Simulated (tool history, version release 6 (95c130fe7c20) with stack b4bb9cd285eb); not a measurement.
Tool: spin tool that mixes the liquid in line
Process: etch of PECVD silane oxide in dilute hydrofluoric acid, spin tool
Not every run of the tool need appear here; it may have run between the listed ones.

run	hour	temperature setpoint of the liquid (K)	parts of water to one part of 49 % hydrofluoric acid (parts by volume)	time under the liquid (s)	thickness taken off the PECVD silane oxide on a monitor wafer (angstrom)
1	0	295.15	270	140	67.538
2	3.5	295.15	315	140	55.84
3	9.8	295.15	250	140	74.477
4	10.7	295.15	305	140	57.428
5	19	293.15	305	140	53.794
6	26.1	293.15	350	140	45.28
7	32.8	293.65	350	140	45.875
8	34.6	294.15	350	140	46.503
9	41.4	294.65	350	140	47.496

Predict the results of run 10:
10	45.4	295.15	350	140	?

thickness taken off the PECVD silane oxide on a monitor wafer (angstrom): 48.22
